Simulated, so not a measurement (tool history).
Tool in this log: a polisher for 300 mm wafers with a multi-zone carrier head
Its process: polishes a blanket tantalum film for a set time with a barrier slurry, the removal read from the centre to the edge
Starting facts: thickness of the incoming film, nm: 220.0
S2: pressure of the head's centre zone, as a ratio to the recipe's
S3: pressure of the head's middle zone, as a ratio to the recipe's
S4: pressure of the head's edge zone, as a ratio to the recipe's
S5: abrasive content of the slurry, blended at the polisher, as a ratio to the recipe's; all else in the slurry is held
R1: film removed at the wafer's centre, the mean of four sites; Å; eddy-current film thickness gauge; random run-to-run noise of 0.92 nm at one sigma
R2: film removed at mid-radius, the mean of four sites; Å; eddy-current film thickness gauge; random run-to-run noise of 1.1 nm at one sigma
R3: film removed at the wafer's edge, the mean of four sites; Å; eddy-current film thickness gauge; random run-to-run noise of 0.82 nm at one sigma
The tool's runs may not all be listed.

{"run": 1, "day": 0.0, "flow of slurry (ml/min)": 270, "S2": 1.0, "S3": 1.0, "S4": 1.0, "S5": 1.0, "polishing time (s)": 56, "R1": 600.81, "R2": 615.42, "R3": 587.69}
{"run": 2, "day": 0.154, "flow of slurry (ml/min)": 270, "S2": 1.0, "S3": 1.07, "S4": 1.0, "S5": 1.0, "polishing time (s)": 56, "R1": 599.44, "R2": 651.98, "R3": 590.49}
{"run": 3, "day": 0.525, "flow of slurry (ml/min)": 240, "S2": 1.0, "S3": 1.07, "S4": 1.0, "S5": 1.0, "polishing time (s)": 56, "R1": 594.35, "R2": 624.58, "R3": 589.66}
{"run": 4, "day": 0.712, "flow of slurry (ml/min)": 240, "S2": 1.0, "S3": 1.07, "S4": 1.0, "S5": 1.0, "polishing time (s)": 65, "R1": 678.59, "R2": 731.92, "R3": 683.52}
{"run": 5, "day": 0.888, "flow of slurry (ml/min)": 240, "S2": 1.0, "S3": 1.07, "S4": 1.0, "S5": 1.0, "polishing time (s)": 56, "R1": 585.67, "R2": 637.53, "R3": 588.92}
{"run": 6, "day": 1.104, "flow of slurry (ml/min)": 240, "S2": 1.0, "S3": 1.13, "S4": 1.0, "S5": 1.0, "polishing time (s)": 56, "R1": 590.54, "R2": 668.78, "R3": 585.84}

For run 7, what comes out?
{"run": 7, "day": 1.433, "flow of slurry (ml/min)": 235, "S2": 1.0, "S3": 1.13, "S4": 1.01, "S5": 1.05, "polishing time (s)": 57, "R1": "?", "R2": "?", "R3": "?"}

R1: 616.17 Å
R2: 694.40 Å
R3: 599.20 Å
